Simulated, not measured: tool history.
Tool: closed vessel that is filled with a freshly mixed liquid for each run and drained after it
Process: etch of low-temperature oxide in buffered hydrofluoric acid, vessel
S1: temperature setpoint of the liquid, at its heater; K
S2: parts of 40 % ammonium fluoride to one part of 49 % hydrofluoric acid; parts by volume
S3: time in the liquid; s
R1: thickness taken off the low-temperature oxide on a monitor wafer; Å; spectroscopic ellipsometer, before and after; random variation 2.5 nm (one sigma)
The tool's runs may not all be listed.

run,hour,S1,S2,S3,R1
1,0.0,295.15,9.5,95,5452.1
2,8.9,295.15,10.5,95,4932.9
3,14.0,295.15,8.0,95,6479.8
4,15.2,291.65,8.0,95,5288.2
5,16.0,291.65,9.5,95,4475.1
6,18.9,291.65,9.5,105,4881.5

The next listed run, before its measurement:
7,19.8,291.15,10.0,105,?

{"run 7": {"R1": 4545.8}}
